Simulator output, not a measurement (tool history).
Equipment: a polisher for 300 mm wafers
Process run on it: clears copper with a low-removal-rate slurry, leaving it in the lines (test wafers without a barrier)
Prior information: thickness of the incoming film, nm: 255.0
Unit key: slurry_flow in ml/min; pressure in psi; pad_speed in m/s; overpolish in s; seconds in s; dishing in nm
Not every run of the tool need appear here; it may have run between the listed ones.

run 1 hour=0.0 | slurry_flow=195 pressure=2.5 pad_speed=1.38 slurry_solids=1.0 overpolish=20 | seconds=86.913 dishing=37.034
run 2 hour=2.0 | slurry_flow=225 pressure=2.5 pad_speed=1.38 slurry_solids=1.0 overpolish=20 | seconds=84.918 dishing=36.914
run 3 hour=5.9 | slurry_flow=205 pressure=2.5 pad_speed=1.38 slurry_solids=1.0 overpolish=20 | seconds=87.112 dishing=37.560
run 4 hour=6.6 | slurry_flow=205 pressure=2.9 pad_speed=1.38 slurry_solids=1.0 overpolish=20 | seconds=74.807 dishing=40.805
run 5 hour=14.5 | slurry_flow=205 pressure=2.9 pad_speed=1.38 slurry_solids=1.0 overpolish=23 | seconds=74.945 dishing=45.366
-- hour=20.1 head pressure recalibrated
run 6 hour=20.1 | slurry_flow=205 pressure=2.9 pad_speed=1.54 slurry_solids=1.0 overpolish=23 | seconds=60.630 dishing=52.854
run 7 hour=22.4 | slurry_flow=215 pressure=3.2 pad_speed=1.56 slurry_solids=1.0 overpolish=20 | seconds=54.476 dishing=49.479

For run 8, what comes out?
run 8 hour=23.1 | slurry_flow=225 pressure=3.4 pad_speed=1.58 slurry_solids=1.0 overpolish=19 | seconds=? dishing=?

Run 8 yielded seconds 50.807 s, dishing 52.372 nm.
